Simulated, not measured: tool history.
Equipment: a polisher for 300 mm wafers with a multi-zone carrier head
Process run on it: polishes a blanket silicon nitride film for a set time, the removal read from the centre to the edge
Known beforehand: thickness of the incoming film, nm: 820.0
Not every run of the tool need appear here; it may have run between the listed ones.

run    day  flow of slurry (ml/min)  pressure of the head's centre zone  pressure of the head's middle zone  pressure of the head's edge zone  polishing time (s)  film removed at the wafer's centre (Å)  film removed at mid-radius (Å)  film removed at the wafer's edge (Å)
  1  0.000                      200                                1.00                                1.00                              1.00                  53                                  719.04                          658.95                                670.78
  2  0.338                      200                                1.00                                1.00                              0.91                  53                                  715.33                          651.03                                648.43
  3  0.379                      200                                1.00                                1.02                              0.90                  48                                  656.37                          613.42                                583.17
  4  0.533                      200                                0.96                                1.02                              0.90                  48                                  619.02                          633.01                                582.22
  5  0.800                      200                                0.96                                1.02                              0.95                  48                                  610.13                          627.24                                597.89
  6  1.050                      200                                0.97                                1.02                              0.93                  44                                  572.27                          560.90                                549.80
  7  1.279                      200                                0.97                                1.03                              0.91                  41                                  527.94                          525.06                                502.22
  8  1.479                      195                                0.97                                1.04                              0.89                  39                                  501.06                          500.05                                469.94
  9  1.538                      185                                0.97                                1.04                              0.88                  38                                  484.51                          487.54                                451.16

Run 10 comes next. What will it give?
 10  1.708                      175                                0.97                                1.04                              0.87                  38                                       ?                               ?                                     ?

{"run 10": {"film removed at the wafer's centre (Å)": 471.85, "film removed at mid-radius (Å)": 482.49, "film removed at the wafer's edge (Å)": 440.93}}

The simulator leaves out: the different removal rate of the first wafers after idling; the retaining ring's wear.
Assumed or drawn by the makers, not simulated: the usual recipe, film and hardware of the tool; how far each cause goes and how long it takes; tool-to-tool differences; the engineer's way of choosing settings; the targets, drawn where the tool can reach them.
